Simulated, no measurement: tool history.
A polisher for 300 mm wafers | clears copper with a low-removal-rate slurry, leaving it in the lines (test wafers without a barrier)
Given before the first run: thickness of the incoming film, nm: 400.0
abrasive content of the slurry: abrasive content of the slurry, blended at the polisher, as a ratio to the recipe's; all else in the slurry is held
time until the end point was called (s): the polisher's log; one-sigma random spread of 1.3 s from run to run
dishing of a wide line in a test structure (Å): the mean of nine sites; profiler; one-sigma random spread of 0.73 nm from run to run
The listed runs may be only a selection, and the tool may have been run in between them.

| run | day | flow of slurry (ml/min) | pressure of the wafer on the pad (kPa) | speed of the pad under the wafer (m/s) | abrasive content of the slurry | overpolish time after the end point (s) | time until the end point was called (s) | dishing of a wide line in a test structure (Å) |
|---|---|---|---|---|---|---|---|---|
| 1 | 0.000 | 265 | 25.5 | 1.36 | 1.0 | 23 | 73.006 | 712.93 |
| 2 | 0.104 | 230 | 25.5 | 1.36 | 1.0 | 23 | 72.744 | 725.50 |
| 3 | 0.188 | 230 | 25.5 | 1.10 | 1.0 | 23 | 88.866 | 611.77 |
| 4 | 0.483 | 230 | 25.5 | 1.10 | 1.1 | 23 | 89.626 | 624.05 |
| 5 | 0.571 | 230 | 26.2 | 1.10 | 1.1 | 22 | 84.182 | 618.53 |
| 6 | 0.908 | 230 | 26.2 | 1.10 | 1.1 | 21 | 86.370 | 577.91 |

Run 7 comes next. What will it give?
| 7 | 0.996 | 230 | 26.9 | 1.10 | 1.1 | 21 | ? | ? |

For run 7 the tool returned time until the end point was called (s) 80.353, dishing of a wide line in a test structure (Å) 610.01.

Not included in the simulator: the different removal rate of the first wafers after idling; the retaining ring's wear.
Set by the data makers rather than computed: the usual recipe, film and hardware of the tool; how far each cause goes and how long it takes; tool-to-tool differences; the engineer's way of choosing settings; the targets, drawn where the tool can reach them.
